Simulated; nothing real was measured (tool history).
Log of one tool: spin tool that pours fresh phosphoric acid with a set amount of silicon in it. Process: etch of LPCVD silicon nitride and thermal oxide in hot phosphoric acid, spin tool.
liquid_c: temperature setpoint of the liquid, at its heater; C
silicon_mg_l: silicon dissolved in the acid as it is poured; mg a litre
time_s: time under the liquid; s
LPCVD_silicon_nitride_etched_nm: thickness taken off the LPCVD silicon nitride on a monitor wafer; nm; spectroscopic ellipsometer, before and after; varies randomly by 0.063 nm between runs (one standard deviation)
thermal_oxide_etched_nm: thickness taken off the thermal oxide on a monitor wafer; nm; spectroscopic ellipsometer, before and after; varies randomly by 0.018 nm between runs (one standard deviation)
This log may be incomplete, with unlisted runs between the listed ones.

run	hour	liquid_c	silicon_mg_l	time_s	LPCVD_silicon_nitride_etched_nm	thermal_oxide_etched_nm
1	0.0	164.0	11.0	180	17.226	0.58074
2	6.0	165.5	11.0	180	18.021	0.60595
3	13.0	163.5	11.0	180	16.845	0.55743
4	17.4	163.5	11.0	210	19.887	0.63546
5	22.1	163.5	11.0	175	16.429	0.52270
6	28.2	162.5	9.5	165	14.949	0.49448

Predict the results of run 7:
7	28.8	161.5	9.0	160	?	?

Run 7 measured LPCVD_silicon_nitride_etched_nm 13.999 nm, thermal_oxide_etched_nm 0.43628 nm.
